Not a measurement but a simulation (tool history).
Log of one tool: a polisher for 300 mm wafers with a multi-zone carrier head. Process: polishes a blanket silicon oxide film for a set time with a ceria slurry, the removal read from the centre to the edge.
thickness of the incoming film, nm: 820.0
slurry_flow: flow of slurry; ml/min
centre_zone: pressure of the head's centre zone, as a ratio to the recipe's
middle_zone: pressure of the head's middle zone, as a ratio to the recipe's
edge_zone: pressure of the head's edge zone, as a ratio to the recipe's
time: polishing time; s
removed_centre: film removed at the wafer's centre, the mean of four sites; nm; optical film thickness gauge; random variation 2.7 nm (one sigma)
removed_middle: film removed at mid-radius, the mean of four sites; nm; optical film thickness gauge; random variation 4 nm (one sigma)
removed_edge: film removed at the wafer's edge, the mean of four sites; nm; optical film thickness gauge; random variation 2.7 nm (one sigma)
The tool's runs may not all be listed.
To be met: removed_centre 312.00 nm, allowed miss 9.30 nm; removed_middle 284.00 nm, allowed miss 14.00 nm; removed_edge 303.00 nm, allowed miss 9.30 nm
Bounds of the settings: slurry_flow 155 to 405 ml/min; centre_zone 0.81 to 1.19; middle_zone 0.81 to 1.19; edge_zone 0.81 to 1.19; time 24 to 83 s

run	hour	slurry_flow	centre_zone	middle_zone	edge_zone	time	removed_centre	removed_middle	removed_edge
1	0.0	260	1.00	1.00	1.00	53	210.91	208.41	209.32
2	9.0	260	0.95	1.00	1.00	53	204.75	209.23	208.19
3	17.7	260	0.95	1.04	1.00	53	204.54	209.24	207.79
4	26.1	270	0.99	1.03	1.03	57	224.40	232.90	233.40
5	35.1	275	1.04	1.00	1.04	60	245.25	240.42	242.25
6	39.0	275	1.04	1.00	1.04	68	279.50	272.75	273.29
7	44.9	285	1.07	0.99	1.07	68	284.84	273.52	278.78
8	50.6	290	1.09	0.98	1.09	69	290.26	274.08	282.91
9	51.4	290	1.10	0.98	1.10	70	296.60	272.97	294.42

5 next moves are on the table. One of them brings every result within its allowed miss. Which?
A	52.2	325	0.88	1.08	1.12	70	?	?	?
B	52.2	255	1.04	0.99	1.19	70	?	?	?
C	52.2	290	1.04	0.91	1.09	70	?	?	?
D	52.2	245	1.14	0.99	1.11	73	?	?	?
E	52.2	280	1.18	0.94	1.04	69	?	?	?

move	removed_centre	removed_middle	removed_edge
A	268.52	298.96	301.13
B	286.05	272.44	305.27
C	290.33	259.14	295.17
D	312.92	282.74	306.03
E	306.84	260.75	283.34
A: further off than the last run
B: further off than the last run
C: further off than the last run
D: meets every target
E: brings the result that was furthest off to its target, and leaves another outside
Answer: D

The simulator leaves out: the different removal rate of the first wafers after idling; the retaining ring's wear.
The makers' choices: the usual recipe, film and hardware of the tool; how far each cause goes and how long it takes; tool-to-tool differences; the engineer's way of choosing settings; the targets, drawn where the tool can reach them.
